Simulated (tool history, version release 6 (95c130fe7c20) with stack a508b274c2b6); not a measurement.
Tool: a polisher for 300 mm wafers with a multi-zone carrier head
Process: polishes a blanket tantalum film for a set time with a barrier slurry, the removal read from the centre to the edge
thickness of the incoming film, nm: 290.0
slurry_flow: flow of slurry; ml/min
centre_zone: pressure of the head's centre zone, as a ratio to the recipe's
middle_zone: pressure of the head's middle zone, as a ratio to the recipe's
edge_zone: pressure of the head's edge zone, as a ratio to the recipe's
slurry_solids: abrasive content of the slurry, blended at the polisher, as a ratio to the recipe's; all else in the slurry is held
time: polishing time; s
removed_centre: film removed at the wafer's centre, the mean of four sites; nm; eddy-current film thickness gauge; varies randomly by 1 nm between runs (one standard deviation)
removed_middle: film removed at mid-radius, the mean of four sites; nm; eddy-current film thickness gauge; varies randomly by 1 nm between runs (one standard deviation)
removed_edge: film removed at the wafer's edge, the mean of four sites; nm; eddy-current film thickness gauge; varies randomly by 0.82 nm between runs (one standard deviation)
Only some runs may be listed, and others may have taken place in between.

run	hour	slurry_flow	centre_zone	middle_zone	edge_zone	slurry_solids	time	removed_centre	removed_middle	removed_edge
1	0	165	1	1	1	1	81	81.155	79.526	77.417
2	7.6	165	0.93	1	1	1	81	76.303	79.761	77.443
3	15.3	170	0.93	0.99	1.02	1.05	82	76.688	82.103	81.404
4	22.9	190	0.93	0.99	1.02	1.05	82	79.739	83.986	82.753
5	28.7	195	0.94	0.98	1.04	1.1	82	82.119	84.612	84.513
6	33.4	195	0.94	0.97	1.06	1.15	83	84.009	85.2	88.909
7	35.1	240	0.99	0.96	1.16	1.4	84	100.09	92.708	100.57
8	41.7	240	0.98	0.95	1.16	1.4	84	97.599	92.567	100.92

Run 9 is up next; what results do you expect?
9	45.9	240	0.98	0.95	1.16	1.4	84	?	?	?

Logged for run 9: removed_centre 96.604 nm, removed_middle 92.281 nm, removed_edge 100.43 nm.

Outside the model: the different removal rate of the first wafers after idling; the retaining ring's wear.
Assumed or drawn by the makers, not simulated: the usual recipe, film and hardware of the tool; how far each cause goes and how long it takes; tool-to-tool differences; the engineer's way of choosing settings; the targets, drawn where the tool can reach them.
